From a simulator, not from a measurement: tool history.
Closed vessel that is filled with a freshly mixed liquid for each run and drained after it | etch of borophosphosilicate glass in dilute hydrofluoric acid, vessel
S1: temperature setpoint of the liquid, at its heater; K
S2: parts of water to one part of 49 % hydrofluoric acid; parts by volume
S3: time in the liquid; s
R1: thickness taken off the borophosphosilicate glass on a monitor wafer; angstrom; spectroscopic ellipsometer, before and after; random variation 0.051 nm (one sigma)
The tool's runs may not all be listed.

run	hour	S1	S2	S3	R1
1	0.0	295.15	245	35	47.802
2	7.6	296.65	235	35	53.055
3	16.5	296.65	235	30	45.551
4	23.3	297.65	215	30	52.116
5	27.8	297.65	260	30	41.132
6	32.5	298.65	235	30	48.347
7	36.1	299.15	215	30	55.344
8	43.4	299.65	200	30	60.998
9	49.0	300.15	190	30	67.231
10	52.1	300.15	190	30	66.433

Forecast run 11:
11	53.5	300.65	185	30	?

Run 11 gave R1 69.752 angstrom.
